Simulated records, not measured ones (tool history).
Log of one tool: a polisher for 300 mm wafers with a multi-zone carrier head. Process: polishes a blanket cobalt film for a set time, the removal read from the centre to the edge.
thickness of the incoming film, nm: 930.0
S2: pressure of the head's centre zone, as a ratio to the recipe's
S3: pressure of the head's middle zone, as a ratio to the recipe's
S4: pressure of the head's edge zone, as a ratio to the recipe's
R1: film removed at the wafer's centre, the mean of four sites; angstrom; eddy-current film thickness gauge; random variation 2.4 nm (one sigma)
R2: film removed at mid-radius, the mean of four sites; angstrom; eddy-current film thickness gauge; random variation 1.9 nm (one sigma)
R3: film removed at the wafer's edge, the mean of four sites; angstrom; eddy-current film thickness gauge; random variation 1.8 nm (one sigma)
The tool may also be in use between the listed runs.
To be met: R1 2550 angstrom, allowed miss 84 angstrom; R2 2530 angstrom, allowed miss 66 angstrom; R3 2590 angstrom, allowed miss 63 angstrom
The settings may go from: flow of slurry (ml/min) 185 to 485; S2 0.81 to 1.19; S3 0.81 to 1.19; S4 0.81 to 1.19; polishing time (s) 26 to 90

{"run": 1, "hour": 0.0, "flow of slurry (ml/min)": 310, "S2": 1, "S3": 1, "S4": 1, "polishing time (s)": 58, "R1": 2994.3, "R2": 2930.6, "R3": 2972.8}
{"run": 2, "hour": 3.0, "flow of slurry (ml/min)": 310, "S2": 1, "S3": 1, "S4": 1, "polishing time (s)": 66, "R1": 3420, "R2": 3336.2, "R3": 3402.5}
{"run": 3, "hour": 6.6, "flow of slurry (ml/min)": 305, "S2": 0.99, "S3": 0.99, "S4": 0.98, "polishing time (s)": 64, "R1": 3262.5, "R2": 3213.4, "R3": 3250.2}
{"run": 4, "hour": 12.4, "flow of slurry (ml/min)": 305, "S2": 0.99, "S3": 1.06, "S4": 0.98, "polishing time (s)": 64, "R1": 3225.1, "R2": 3347, "R3": 3207.3}
{"run": 5, "hour": 20.1, "flow of slurry (ml/min)": 305, "S2": 1.05, "S3": 1.06, "S4": 0.98, "polishing time (s)": 64, "R1": 3498.7, "R2": 3316.6, "R3": 3231.9}
{"run": 6, "hour": 22.2, "flow of slurry (ml/min)": 305, "S2": 1.05, "S3": 1.12, "S4": 0.98, "polishing time (s)": 64, "R1": 3455.1, "R2": 3400, "R3": 3216.4}
{"run": 7, "hour": 23.9, "flow of slurry (ml/min)": 260, "S2": 0.95, "S3": 1.02, "S4": 0.89, "polishing time (s)": 52, "R1": 2568.6, "R2": 2598.8, "R3": 2497.3}
{"run": 8, "hour": 32.6, "flow of slurry (ml/min)": 260, "S2": 0.95, "S3": 1.01, "S4": 0.9, "polishing time (s)": 52, "R1": 2517.6, "R2": 2568.2, "R3": 2496.6}
{"run": 9, "hour": 38.5, "flow of slurry (ml/min)": 260, "S2": 0.95, "S3": 1, "S4": 0.91, "polishing time (s)": 52, "R1": 2532.9, "R2": 2593.6, "R3": 2491}
{"run": 10, "hour": 46.2, "flow of slurry (ml/min)": 265, "S2": 0.95, "S3": 0.99, "S4": 0.92, "polishing time (s)": 52, "R1": 2568.2, "R2": 2542.3, "R3": 2533.5}

4 next moves are on the table. One of them brings every result within its allowed miss. Which?
{"run": "A", "hour": 53.9, "flow of slurry (ml/min)": 280, "S2": 0.93, "S3": 0.87, "S4": 0.98, "polishing time (s)": 54, "R1": "?", "R2": "?", "R3": "?"}
{"run": "B", "hour": 53.9, "flow of slurry (ml/min)": 235, "S2": 1.06, "S3": 1.03, "S4": 0.82, "polishing time (s)": 53, "R1": "?", "R2": "?", "R3": "?"}
{"run": "C", "hour": 53.9, "flow of slurry (ml/min)": 240, "S2": 0.98, "S3": 0.99, "S4": 0.99, "polishing time (s)": 52, "R1": "?", "R2": "?", "R3": "?"}
{"run": "D", "hour": 53.9, "flow of slurry (ml/min)": 245, "S2": 0.94, "S3": 1.04, "S4": 0.9, "polishing time (s)": 52, "R1": "?", "R2": "?", "R3": "?"}

move=A R1=2581 R2=2527.4 R3=2734.3
move=B R1=2766.4 R2=2639.7 R3=2428
move=C R1=2544.3 R2=2544.9 R3=2604.2
move=D R1=2463.4 R2=2619.5 R3=2494.6
A: takes the result that was furthest off past its target
B: further off than the last run
C: meets every target
D: further off than the last run
The right move is C.

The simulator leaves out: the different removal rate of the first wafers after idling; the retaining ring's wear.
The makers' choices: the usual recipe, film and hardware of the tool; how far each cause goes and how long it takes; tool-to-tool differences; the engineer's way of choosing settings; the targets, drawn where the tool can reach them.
